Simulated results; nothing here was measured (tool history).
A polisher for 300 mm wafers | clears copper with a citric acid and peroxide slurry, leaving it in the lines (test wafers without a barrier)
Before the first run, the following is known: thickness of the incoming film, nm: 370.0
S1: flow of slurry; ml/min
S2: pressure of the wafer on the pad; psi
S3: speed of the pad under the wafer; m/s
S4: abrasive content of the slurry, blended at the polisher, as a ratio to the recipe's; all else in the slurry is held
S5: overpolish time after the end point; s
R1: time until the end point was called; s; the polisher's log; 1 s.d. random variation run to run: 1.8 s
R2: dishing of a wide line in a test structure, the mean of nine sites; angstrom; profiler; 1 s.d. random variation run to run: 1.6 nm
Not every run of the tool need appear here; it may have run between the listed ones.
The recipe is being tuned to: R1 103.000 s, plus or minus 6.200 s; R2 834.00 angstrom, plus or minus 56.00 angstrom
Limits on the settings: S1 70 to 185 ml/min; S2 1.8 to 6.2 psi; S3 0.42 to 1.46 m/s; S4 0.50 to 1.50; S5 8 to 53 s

Run 1, hour 0.0: S1 120 ml/min, S2 4.0 psi, S3 0.94 m/s, S4 1.00, S5 27 s. Result: R1 143.330 s, R2 512.33 angstrom.
Run 2, hour 8.0: S1 120 ml/min, S2 4.0 psi, S3 1.08 m/s, S4 1.00, S5 27 s. Result: R1 125.720 s, R2 561.54 angstrom.
Run 3, hour 15.5: S1 120 ml/min, S2 3.3 psi, S3 1.08 m/s, S4 1.00, S5 27 s. Result: R1 155.040 s, R2 468.25 angstrom.
Run 4, hour 19.2: S1 120 ml/min, S2 3.7 psi, S3 1.08 m/s, S4 1.00, S5 29 s. Result: R1 140.630 s, R2 520.47 angstrom.
Run 5, hour 27.0: S1 120 ml/min, S2 3.2 psi, S3 1.08 m/s, S4 1.00, S5 29 s. Result: R1 160.630 s, R2 487.67 angstrom.
Run 6, hour 31.1: S1 145 ml/min, S2 3.2 psi, S3 1.08 m/s, S4 1.00, S5 29 s. Result: R1 155.560 s, R2 486.04 angstrom.
Run 7, hour 39.7: S1 145 ml/min, S2 3.6 psi, S3 1.08 m/s, S4 1.00, S5 31 s. Result: R1 140.030 s, R2 590.83 angstrom.
Run 8, hour 48.7: S1 145 ml/min, S2 3.9 psi, S3 1.08 m/s, S4 1.00, S5 32 s. Result: R1 125.280 s, R2 636.02 angstrom.
At hour 51.3: head pressure recalibrated.
Run 9, hour 51.3: S1 145 ml/min, S2 4.5 psi, S3 1.12 m/s, S4 1.00, S5 38 s. Result: R1 113.930 s, R2 803.84 angstrom.
Run 10, hour 59.2: S1 145 ml/min, S2 4.5 psi, S3 1.12 m/s, S4 1.00, S5 38 s. Result: R1 115.140 s, R2 783.82 angstrom.
Run 11, hour 60.1: S1 145 ml/min, S2 4.6 psi, S3 1.12 m/s, S4 1.00, S5 38 s. Result: R1 109.700 s, R2 791.05 angstrom.

Below are 5 possible settings for the next run. Only one of them brings all results inside the allowed miss of their targets. Which is it?
Run A, hour 61.0: S1 145 ml/min, S2 4.7 psi, S3 1.22 m/s, S4 1.05, S5 37 s. Result: R1 ?, R2 ?.
Run B, hour 61.0: S1 150 ml/min, S2 5.5 psi, S3 1.16 m/s, S4 1.05, S5 32 s. Result: R1 ?, R2 ?.
Run C, hour 61.0: S1 120 ml/min, S2 4.7 psi, S3 1.18 m/s, S4 0.80, S5 49 s. Result: R1 ?, R2 ?.
Run D, hour 61.0: S1 120 ml/min, S2 4.9 psi, S3 1.24 m/s, S4 0.90, S5 31 s. Result: R1 ?, R2 ?.
Run E, hour 61.0: S1 130 ml/min, S2 5.8 psi, S3 1.24 m/s, S4 0.90, S5 26 s. Result: R1 ?, R2 ?.

move       R1      R2
   A  103.310  832.39
   B   91.782  826.67
   C  116.790  927.50
   D  104.640  727.08
   E   87.608  735.90
A: meets every target
B: takes the result that was furthest off past its target
C: further off than the last run
D: the worst result of the last run now meets its target, but another is out of spec
E: takes the result that was furthest off past its target
Go with A: it meets all targets.
